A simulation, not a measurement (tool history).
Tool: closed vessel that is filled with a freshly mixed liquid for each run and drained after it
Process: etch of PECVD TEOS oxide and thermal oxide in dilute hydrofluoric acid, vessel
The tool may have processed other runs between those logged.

run	hour	temperature setpoint of the liquid (C)	parts of water to one part of 49 % hydrofluoric acid (parts by volume)	time in the liquid (s)	thickness taken off the PECVD TEOS oxide on a monitor wafer (Å)	thickness taken off the thermal oxide on a monitor wafer (Å)
1	0.0	20.0	90	130	185.09	53.239
2	7.4	22.0	90	130	199.64	58.205
3	9.6	23.0	90	130	208.24	60.755
4	13.7	24.0	90	130	219.76	63.006
5	14.9	24.5	90	130	221.89	65.053
6	22.7	24.5	60	130	343.89	101.750
7	24.5	22.5	60	130	316.90	93.193

Run 8, settings as shown, results not yet in. Your forecast:
8	33.3	21.0	60	130	?	?

{"run 8": {"thickness taken off the PECVD TEOS oxide on a monitor wafer (Å)": 299.84, "thickness taken off the thermal oxide on a monitor wafer (Å)": 87.889}}

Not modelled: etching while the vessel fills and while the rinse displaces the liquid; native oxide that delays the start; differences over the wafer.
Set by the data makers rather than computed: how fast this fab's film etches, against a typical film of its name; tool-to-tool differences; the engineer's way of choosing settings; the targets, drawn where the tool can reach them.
